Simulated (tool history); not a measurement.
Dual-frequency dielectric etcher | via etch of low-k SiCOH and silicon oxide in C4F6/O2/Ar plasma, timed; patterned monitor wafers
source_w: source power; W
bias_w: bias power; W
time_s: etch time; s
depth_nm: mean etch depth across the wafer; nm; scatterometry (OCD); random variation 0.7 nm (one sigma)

run,hour,source_w,bias_w,time_s,depth_nm
1,0,360,180,70,164.71
2,3.6,420,180,70,179.13
3,4.3,420,180,70,177.71
4,7.2,420,199,70,184.27
5,13.7,420,183,70,178.28
6,21,420,159,70,169.97
7,28.3,400,157,70,165.7
8,36.5,380,155,70,160.11
9,39.3,370,154,70,155.78
10,43.9,360,153,70,154.85
11,44.6,350,152,70,151.82

What does the tool deliver on the next run?
12,49.7,340,152,70,?

depth_nm: 149.16 nm

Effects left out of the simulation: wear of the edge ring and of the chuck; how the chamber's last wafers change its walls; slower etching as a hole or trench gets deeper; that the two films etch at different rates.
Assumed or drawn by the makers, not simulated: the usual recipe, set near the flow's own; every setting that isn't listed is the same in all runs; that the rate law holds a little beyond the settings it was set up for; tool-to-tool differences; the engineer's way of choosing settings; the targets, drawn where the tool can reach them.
